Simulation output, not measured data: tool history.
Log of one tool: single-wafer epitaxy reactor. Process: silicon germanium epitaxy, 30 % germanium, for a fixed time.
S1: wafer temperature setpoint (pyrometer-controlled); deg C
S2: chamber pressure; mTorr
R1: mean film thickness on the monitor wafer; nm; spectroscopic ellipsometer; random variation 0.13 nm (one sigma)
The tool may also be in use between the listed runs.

| run | hour | S1 | S2 | R1 |
|---|---|---|---|---|
| 1 | 0.0 | 610 | 24400 | 63.052 |
| 2 | 8.7 | 607 | 24400 | 59.330 |
| 3 | 9.3 | 614 | 24400 | 67.955 |
| 4 | 12.9 | 614 | 20700 | 64.314 |
| 5 | 14.9 | 611 | 20700 | 60.791 |
| 6 | 21.2 | 609 | 20700 | 58.499 |
| 7 | 21.7 | 609 | 20700 | 58.759 |
| 8 | 30.1 | 607 | 20700 | 56.368 |
| 9 | 38.6 | 606 | 20700 | 55.402 |

Forecast run 10:
| 10 | 46.6 | 605 | 20700 | ? |

{"run 10": {"R1": 54.131}}

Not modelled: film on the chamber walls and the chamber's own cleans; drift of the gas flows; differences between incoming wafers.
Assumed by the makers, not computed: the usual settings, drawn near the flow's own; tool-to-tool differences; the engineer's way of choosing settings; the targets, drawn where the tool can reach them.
